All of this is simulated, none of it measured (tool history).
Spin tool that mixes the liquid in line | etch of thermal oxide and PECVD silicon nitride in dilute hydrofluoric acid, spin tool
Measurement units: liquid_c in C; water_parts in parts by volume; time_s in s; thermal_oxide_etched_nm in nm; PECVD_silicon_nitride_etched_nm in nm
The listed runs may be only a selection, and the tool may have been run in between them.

| run | hour | liquid_c | water_parts | time_s | thermal_oxide_etched_nm | PECVD_silicon_nitride_etched_nm |
|---|---|---|---|---|---|---|
| 1 | 0 | 25 | 50 | 45 | 4.2637 | 2.8099 |
| 2 | 1.3 | 23 | 65 | 45 | 2.9541 | 1.914 |
| 3 | 8.1 | 23 | 65 | 25 | 1.6304 | 1.0553 |
| 4 | 16.6 | 23 | 55 | 25 | 1.9806 | 1.2123 |
| 5 | 24.7 | 23 | 55 | 40 | 3.131 | 1.9819 |
| 6 | 31.7 | 24.5 | 55 | 40 | 3.3438 | 2.1948 |
| 7 | 35.7 | 22.5 | 65 | 40 | 2.5512 | 1.6042 |
| 8 | 39 | 22.5 | 65 | 40 | 2.5792 | 1.6251 |
| 9 | 46.3 | 21.5 | 75 | 40 | 2.1027 | 1.318 |

Expected results for the next run?
| 10 | 51.7 | 21 | 80 | 40 | ? | ? |

Run 10 produced thermal_oxide_etched_nm 1.9165 nm, PECVD_silicon_nitride_etched_nm 1.1936 nm.

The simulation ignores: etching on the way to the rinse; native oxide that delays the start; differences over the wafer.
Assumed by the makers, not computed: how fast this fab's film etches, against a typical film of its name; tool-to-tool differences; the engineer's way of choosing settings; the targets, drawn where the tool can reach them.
